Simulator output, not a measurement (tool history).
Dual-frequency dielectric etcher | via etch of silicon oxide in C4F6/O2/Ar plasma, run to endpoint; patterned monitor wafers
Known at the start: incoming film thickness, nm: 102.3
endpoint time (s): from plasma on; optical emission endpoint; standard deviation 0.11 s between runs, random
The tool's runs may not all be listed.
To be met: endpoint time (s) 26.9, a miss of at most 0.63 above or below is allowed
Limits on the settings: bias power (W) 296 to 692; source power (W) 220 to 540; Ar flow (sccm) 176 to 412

run  hour  bias power (W)  source power (W)  Ar flow (sccm)  endpoint time (s)
  1     0             494               380             294             23.406
  2   8.6             447               370             296              24.35
  3  15.9             481               370             296               23.7
  4  17.3             481               410             296             22.939
  5  20.1             432               390             300             24.229
  6  27.4             397               380             302             25.055
  7  34.1             372               370             303             25.731
  8  39.6             356               370             304             26.284

4 next moves are on the table. One of them brings every result within its allowed miss. Which?
  A  45.1             348               360             338                  ?
  B  45.1             339               410             331                  ?
  C  45.1             439               360             357                  ?
  D  45.1             375               370             293                  ?

move  endpoint time (s)
   A             26.812
   B             25.667
   C             25.213
   D             25.683
A: every result within its allowed miss
B: its largest miss is bigger than the last run's
C: its largest miss is bigger than the last run's
D: its largest miss is bigger than the last run's
So the answer is move A, the one that meets all the targets.
